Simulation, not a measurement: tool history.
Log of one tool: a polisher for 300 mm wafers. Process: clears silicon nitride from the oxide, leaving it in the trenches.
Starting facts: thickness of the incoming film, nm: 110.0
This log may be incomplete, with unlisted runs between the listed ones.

run,day,flow of slurry (ml/min),pressure of the wafer on the pad (psi),speed of the pad under the wafer (cm/s),overpolish time after the end point (s),time until the end point was called (s)
1,0.000,245,2.7,102,4,112.66
2,0.162,245,2.7,82,4,137.03
3,0.458,245,2.5,80,4,149.60
4,0.558,245,2.4,78,4,165.66
5,0.846,245,3.0,78,4,128.54
6,1.117,245,2.8,76,4,141.77
7,1.446,245,2.8,76,4,145.11
8,1.471,245,2.6,74,4,160.10
9,1.800,245,2.5,74,4,165.07
10,1.942,245,2.4,74,4,171.92
11,2.279,245,2.3,74,4,179.56
12,2.658,245,2.2,74,4,184.89

Run 13 comes next. What will it give?
13,2.975,245,2.1,74,4,?

Logged for run 13: time until the end point was called (s) 195.05.
